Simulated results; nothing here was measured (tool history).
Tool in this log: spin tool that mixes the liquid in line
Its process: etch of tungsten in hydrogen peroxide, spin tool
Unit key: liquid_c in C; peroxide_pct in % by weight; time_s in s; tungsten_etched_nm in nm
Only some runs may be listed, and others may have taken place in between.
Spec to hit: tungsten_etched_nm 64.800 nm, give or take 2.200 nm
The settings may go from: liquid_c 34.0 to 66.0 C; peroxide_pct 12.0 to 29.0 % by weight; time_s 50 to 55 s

{"run": 1, "hour": 0.0, "liquid_c": 50.0, "peroxide_pct": 19.5, "time_s": 50, "tungsten_etched_nm": 78.97}
{"run": 2, "hour": 8.3, "liquid_c": 50.0, "peroxide_pct": 17.0, "time_s": 50, "tungsten_etched_nm": 73.981}
{"run": 3, "hour": 13.8, "liquid_c": 43.0, "peroxide_pct": 17.0, "time_s": 50, "tungsten_etched_nm": 48.115}
{"run": 4, "hour": 19.5, "liquid_c": 43.0, "peroxide_pct": 20.5, "time_s": 50, "tungsten_etched_nm": 52.458}
{"run": 5, "hour": 21.8, "liquid_c": 47.5, "peroxide_pct": 20.5, "time_s": 50, "tungsten_etched_nm": 69.625}
{"run": 6, "hour": 29.5, "liquid_c": 47.0, "peroxide_pct": 20.5, "time_s": 50, "tungsten_etched_nm": 67.344}
{"run": 7, "hour": 32.9, "liquid_c": 47.0, "peroxide_pct": 20.5, "time_s": 50, "tungsten_etched_nm": 68.509}
{"run": 8, "hour": 36.2, "liquid_c": 47.0, "peroxide_pct": 20.5, "time_s": 50, "tungsten_etched_nm": 67.383}

Which single option among these 5 for the next run brings every result within its allowed miss of target? Just one does.
{"run": "A", "hour": 39.5, "liquid_c": 48.0, "peroxide_pct": 17.0, "time_s": 50, "tungsten_etched_nm": "?"}
{"run": "B", "hour": 39.5, "liquid_c": 46.0, "peroxide_pct": 20.0, "time_s": 55, "tungsten_etched_nm": "?"}
{"run": "C", "hour": 39.5, "liquid_c": 44.0, "peroxide_pct": 22.0, "time_s": 50, "tungsten_etched_nm": "?"}
{"run": "D", "hour": 39.5, "liquid_c": 48.5, "peroxide_pct": 20.0, "time_s": 50, "tungsten_etched_nm": "?"}
{"run": "E", "hour": 39.5, "liquid_c": 44.5, "peroxide_pct": 25.0, "time_s": 55, "tungsten_etched_nm": "?"}

move=A tungsten_etched_nm=64.778
move=B tungsten_etched_nm=68.238
move=C tungsten_etched_nm=57.353
move=D tungsten_etched_nm=72.467
move=E tungsten_etched_nm=69.417
A: in spec on every target
B: the biggest miss grows against the last run
C: moves the result that the last run missed by most past its target, out the other side
D: the biggest miss grows against the last run
E: the biggest miss grows against the last run
Move A is the one to make.
